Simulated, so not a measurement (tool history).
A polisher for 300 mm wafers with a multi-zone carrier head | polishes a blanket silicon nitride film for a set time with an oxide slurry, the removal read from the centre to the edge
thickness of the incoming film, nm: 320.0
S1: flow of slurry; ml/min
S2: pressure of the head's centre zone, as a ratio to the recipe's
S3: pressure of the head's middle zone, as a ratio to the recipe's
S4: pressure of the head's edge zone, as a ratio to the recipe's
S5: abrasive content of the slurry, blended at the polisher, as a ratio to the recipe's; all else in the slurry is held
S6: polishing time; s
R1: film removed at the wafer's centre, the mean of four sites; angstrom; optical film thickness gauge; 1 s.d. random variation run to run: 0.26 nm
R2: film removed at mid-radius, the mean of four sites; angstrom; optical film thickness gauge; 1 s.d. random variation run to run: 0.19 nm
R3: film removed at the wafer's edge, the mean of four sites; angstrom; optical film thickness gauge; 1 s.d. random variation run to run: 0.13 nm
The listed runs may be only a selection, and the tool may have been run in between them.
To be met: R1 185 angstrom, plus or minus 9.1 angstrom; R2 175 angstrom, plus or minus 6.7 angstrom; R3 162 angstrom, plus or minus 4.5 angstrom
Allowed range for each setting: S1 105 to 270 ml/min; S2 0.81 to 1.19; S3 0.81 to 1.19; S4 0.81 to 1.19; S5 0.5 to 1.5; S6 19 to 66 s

run  hour   S1    S2    S3    S4    S5  S6      R1      R2      R3
  1     0  175     1     1     1     1  42  218.23  205.94  217.04
  2   5.1  175  1.01  1.01  0.98  0.95  42  210.68  203.61  206.09
  3  12.3  175  1.01  0.94  0.98  0.95  42  218.14  191.44  203.56
  4  14.9  175  1.01  0.94  0.98  1.15  42  228.08  208.67   228.1
  5  17.6  175  1.01  0.94  0.98   1.3  42  246.31  216.97  238.49
  6  23.8  175  1.01  0.94  0.98   1.1  42  230.33  203.84  220.61
  7  24.4  170  1.01  0.94  0.96  1.05  42  222.11  198.66  210.75
  8  27.1  165  1.01  0.94  0.94     1  42  222.29  194.56  205.51
  9    34  165     1  0.95  0.93  0.95  42  207.01  189.02  196.65
 10    35  165     1  0.96  0.91   0.9  42  205.24  181.95     192
 11  41.6  165  1.01  0.98   0.9  0.85  42  198.95  184.33  186.91
 12  48.9  165  1.01  0.98   0.9  0.85  42  199.23  183.94  184.84
 13  55.1  165  1.01  0.99  0.89  0.85  42  198.68  182.08   185.2
 14  61.7  165  1.02  1.01  0.88   0.8  42  195.21  180.75  178.58
 15  63.6  165  1.02  1.02  0.87   0.8  42  197.75  180.16  173.76
 16  66.5  160  1.02  1.03  0.86   0.8  42  189.96  183.18  174.55
 17  67.1  155  1.02  1.03  0.85   0.8  42  190.97  183.78  175.27

Which single option among these 5 for the next run brings every result within its allowed miss of target? Just one does.
  A  67.7  170  1.02  1.05  0.93  0.65  44   ?   ?   ?
  B  67.7  105  1.05  1.16  0.82  0.75  47   ?   ?   ?
  C  67.7  145  1.06  0.91  0.83  0.85  43   ?   ?   ?
  D  67.7  130  0.89  0.99  0.94  0.85  42   ?   ?   ?
  E  67.7  150  1.06  1.06  0.85   0.7  43   ?   ?   ?

move      R1      R2      R3
   A  177.65  177.95  170.65
   B  184.87  198.13  171.92
   C  202.01  175.98  180.74
   D  163.38   178.6   183.2
   E  182.87  178.67  164.38
A: nearer the targets than the last run, but a result is still out of spec
B: lands further from the targets than the last run did
C: lands further from the targets than the last run did
D: lands further from the targets than the last run did
E: every result within its allowed miss
So the answer is move E, the one that meets all the targets.
